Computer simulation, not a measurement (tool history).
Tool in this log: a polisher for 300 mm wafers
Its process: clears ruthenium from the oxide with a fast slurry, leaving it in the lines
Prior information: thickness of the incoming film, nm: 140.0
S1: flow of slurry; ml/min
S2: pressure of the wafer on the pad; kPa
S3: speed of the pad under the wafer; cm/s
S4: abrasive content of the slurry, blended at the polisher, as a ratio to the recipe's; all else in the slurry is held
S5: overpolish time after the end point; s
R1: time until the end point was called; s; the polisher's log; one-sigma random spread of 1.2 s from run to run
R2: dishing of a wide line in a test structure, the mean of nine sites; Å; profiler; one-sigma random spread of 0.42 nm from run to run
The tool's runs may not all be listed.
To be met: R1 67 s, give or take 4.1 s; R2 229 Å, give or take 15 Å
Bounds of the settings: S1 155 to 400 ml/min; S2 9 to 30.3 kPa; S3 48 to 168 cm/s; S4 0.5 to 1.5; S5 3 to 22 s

run,hour,S1,S2,S3,S4,S5,R1,R2
1,0,255,19.3,108,1,11,43.284,284.45
2,6.5,225,19.3,108,1,11,43.663,281.27
3,11.8,225,18.6,108,1,11,46.223,276.37
4,20.1,225,17.9,108,1,11,48.336,264.28
# hour 28.7: worn pad replaced by a new one
5,28.7,225,17.9,108,1,6,42.007,174.83
6,29.2,175,17.9,108,1,6,43.73,158.29
7,31.4,175,17.2,108,1,7,44.799,183.18
8,38.8,175,16.5,108,1,8,47.106,201.3
9,39.5,175,15.9,108,1,8,49.203,191.69
10,40.5,175,15.2,108,1,8,50.845,192.13
11,46.8,175,14.5,108,1,8,54.587,179.36
12,47.8,175,14.5,108,1,8,55.349,175.76
13,49.8,175,13.1,110,1,10,55.497,207.79
14,53.3,175,12.4,110,1,10,59.681,192.81

Next run, 4 choices. One meets every target within its allowed miss, the rest don't. Which?
A,56.8,265,20.7,48,0.75,19,?,?
B,56.8,165,11.7,90,1.05,15,?,?
C,56.8,180,12.4,92,1.15,13,?,?
D,56.8,155,13.1,122,1.2,7,?,?

move,R1,R2
A,81.051,273.42
B,76.168,231.89
C,67.157,228.13
D,50.535,165.54
A: pushes the last run's worst result past its target
B: corrects the largest miss of the last run, while another result sits out of spec
C: each result inside its tolerance
D: moves away from the targets compared with the last run
Move C is the one to make.
